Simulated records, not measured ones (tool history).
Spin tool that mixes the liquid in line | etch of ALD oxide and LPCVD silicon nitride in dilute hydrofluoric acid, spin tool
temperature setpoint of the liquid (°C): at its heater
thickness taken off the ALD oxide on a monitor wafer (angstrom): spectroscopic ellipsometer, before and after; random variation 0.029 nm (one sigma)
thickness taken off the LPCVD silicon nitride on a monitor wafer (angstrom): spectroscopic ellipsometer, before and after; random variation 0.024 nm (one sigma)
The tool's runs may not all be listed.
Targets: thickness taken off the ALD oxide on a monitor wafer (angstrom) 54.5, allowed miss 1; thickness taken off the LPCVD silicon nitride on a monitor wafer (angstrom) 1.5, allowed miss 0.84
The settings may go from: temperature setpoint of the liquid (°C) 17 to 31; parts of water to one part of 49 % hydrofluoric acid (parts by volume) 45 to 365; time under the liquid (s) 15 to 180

run,hour,temperature setpoint of the liquid (°C),parts of water to one part of 49 % hydrofluoric acid (parts by volume),time under the liquid (s),thickness taken off the ALD oxide on a monitor wafer (angstrom),thickness taken off the LPCVD silicon nitride on a monitor wafer (angstrom)
1,0,23,205,90,72.241,1.5701
2,4.4,25,205,90,77.822,2.1172
3,11.5,24,210,90,73.048,2.0272
4,16,23,215,90,67.873,1.6592
5,22.2,22,215,90,65.327,1.4173
6,25.6,22,170,90,86.768,2.2828
7,27.9,21,180,90,77.965,1.6406
8,36.1,20.5,190,90,71.681,1.1986
9,38.8,20.5,200,90,67.453,1.504
10,40.1,20,205,90,63.719,1.9395
11,44.8,19.5,205,90,63.177,1.5202
12,50.3,19,205,90,61.271,1.3104
13,57.5,18.5,205,90,60.861,1.1361
14,61.7,18.5,210,90,59.239,1.1681
15,66,18,215,90,56.183,1.4727

4 next moves are on the table. One of them brings every result within its allowed miss. Which?
A,70.3,17,185,80,?,?
B,70.3,18,290,135,?,?
C,70.3,20.5,185,70,?,?
D,70.3,17,305,140,?,?

move,thickness taken off the ALD oxide on a monitor wafer (angstrom),thickness taken off the LPCVD silicon nitride on a monitor wafer (angstrom)
A,57.185,1.3484
B,58.542,1.5891
C,57.604,1.4959
D,54.87,1.4706
A: further off than the last run
B: further off than the last run
C: further off than the last run
D: meets every target
Move D is the one to make.
